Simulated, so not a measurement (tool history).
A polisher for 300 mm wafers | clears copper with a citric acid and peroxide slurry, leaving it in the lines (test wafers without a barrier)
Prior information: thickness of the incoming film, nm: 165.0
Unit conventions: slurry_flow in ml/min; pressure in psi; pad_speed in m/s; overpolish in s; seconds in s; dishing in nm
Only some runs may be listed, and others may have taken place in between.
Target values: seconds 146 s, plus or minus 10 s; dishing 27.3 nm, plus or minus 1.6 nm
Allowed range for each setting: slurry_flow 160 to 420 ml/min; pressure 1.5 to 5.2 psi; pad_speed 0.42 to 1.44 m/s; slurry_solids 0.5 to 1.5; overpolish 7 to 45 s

run 1 hour=0 | slurry_flow=270 pressure=3.3 pad_speed=0.92 slurry_solids=1 overpolish=23 | seconds=86.369 dishing=33.335
run 2 hour=6 | slurry_flow=270 pressure=2.8 pad_speed=0.92 slurry_solids=1 overpolish=23 | seconds=101.3 dishing=30.72
run 3 hour=9.9 | slurry_flow=270 pressure=2.8 pad_speed=0.7 slurry_solids=1 overpolish=23 | seconds=128.11 dishing=24.274
run 4 hour=16.2 | slurry_flow=270 pressure=2.7 pad_speed=0.7 slurry_solids=1 overpolish=24 | seconds=129.85 dishing=24.051
run 5 hour=18.8 | slurry_flow=270 pressure=2.7 pad_speed=0.7 slurry_solids=1 overpolish=19 | seconds=133.16 dishing=19.908
run 6 hour=21.6 | slurry_flow=270 pressure=2.7 pad_speed=0.7 slurry_solids=1 overpolish=15 | seconds=129.8 dishing=16.058
run 7 hour=26.4 | slurry_flow=270 pressure=2.6 pad_speed=0.72 slurry_solids=1 overpolish=18 | seconds=134.5 dishing=18.557
run 8 hour=34.2 | slurry_flow=270 pressure=2.5 pad_speed=0.74 slurry_solids=1 overpolish=20 | seconds=137.06 dishing=19.494

Below are 5 possible settings for the next run. Only one of them brings all results inside the allowed miss of their targets. Which is it?
run A hour=42 | slurry_flow=225 pressure=1.7 pad_speed=0.86 slurry_solids=1.1 overpolish=27 | seconds=? dishing=?
run B hour=42 | slurry_flow=265 pressure=2.8 pad_speed=0.62 slurry_solids=1 overpolish=30 | seconds=? dishing=?
run C hour=42 | slurry_flow=310 pressure=2.3 pad_speed=0.76 slurry_solids=0.8 overpolish=15 | seconds=? dishing=?
run D hour=42 | slurry_flow=260 pressure=2.4 pad_speed=0.66 slurry_solids=1.05 overpolish=18 | seconds=? dishing=?
run E hour=42 | slurry_flow=310 pressure=2.6 pad_speed=0.64 slurry_solids=1.1 overpolish=18 | seconds=? dishing=?

move=A seconds=150.84 dishing=23.521
move=B seconds=145.69 dishing=27.033
move=C seconds=147.64 dishing=14.017
move=D seconds=152.01 dishing=16.206
move=E seconds=142.97 dishing=17.185
A: better than the last run, though not everything is in spec
B: in spec on every target
C: the biggest miss grows against the last run
D: the biggest miss grows against the last run
E: the biggest miss grows against the last run
The move that meets every target is B.

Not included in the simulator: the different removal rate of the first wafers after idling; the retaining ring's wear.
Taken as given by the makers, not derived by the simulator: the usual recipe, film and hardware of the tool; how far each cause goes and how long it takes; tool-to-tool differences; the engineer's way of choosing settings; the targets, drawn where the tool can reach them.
